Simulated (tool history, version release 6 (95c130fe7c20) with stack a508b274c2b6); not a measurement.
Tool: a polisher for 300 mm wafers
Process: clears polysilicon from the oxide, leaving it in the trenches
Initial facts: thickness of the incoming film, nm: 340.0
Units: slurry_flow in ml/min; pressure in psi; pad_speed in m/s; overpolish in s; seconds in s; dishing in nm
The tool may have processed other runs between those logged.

| run | hour | slurry_flow | pressure | pad_speed | overpolish | seconds | dishing |
|---|---|---|---|---|---|---|---|
| 1 | 0.0 | 260 | 2.4 | 1.12 | 11 | 26.220 | 36.372 |
| 2 | 1.7 | 260 | 2.4 | 1.12 | 7 | 25.895 | 33.011 |
| 3 | 4.2 | 260 | 2.6 | 1.14 | 7 | 23.952 | 33.652 |
| 4 | 8.8 | 260 | 2.7 | 1.16 | 7 | 22.947 | 34.156 |
| 5 | 11.7 | 260 | 2.8 | 1.18 | 6 | 21.402 | 33.402 |
| 6 | 15.6 | 260 | 2.9 | 1.18 | 6 | 20.739 | 33.581 |

Estimate the outcome of run 7 from the log above:
| 7 | 16.1 | 260 | 3.4 | 1.22 | 3 | ? | ? |

seconds: 17.508 s
dishing: 27.885 nm

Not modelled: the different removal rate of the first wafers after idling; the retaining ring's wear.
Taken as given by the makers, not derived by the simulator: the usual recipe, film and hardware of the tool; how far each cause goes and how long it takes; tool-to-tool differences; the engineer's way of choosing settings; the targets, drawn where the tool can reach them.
